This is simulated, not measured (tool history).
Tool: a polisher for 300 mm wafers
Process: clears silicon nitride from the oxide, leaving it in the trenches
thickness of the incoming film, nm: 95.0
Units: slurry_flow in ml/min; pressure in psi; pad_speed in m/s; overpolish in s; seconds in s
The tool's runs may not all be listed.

run  hour  slurry_flow  pressure  pad_speed  overpolish  seconds
  1   0.0          165       2.2       0.98          48   141.35
  2   1.1          165       2.2       0.74          48   181.81
  3   9.4          165       2.0       0.72          48   199.59
  4  15.9          190       2.0       0.72          48   201.33
  5  20.4          190       2.3       0.72          48   180.82
  6  21.1          190       2.1       0.68          48   214.43
  7  24.5          190       1.9       0.66          48   236.32
  8  33.2          190       1.8       0.66          48   239.32

The next listed run, before its measurement:
  9  36.3          190       1.7       0.64          48        ?

seconds: 261.28 s
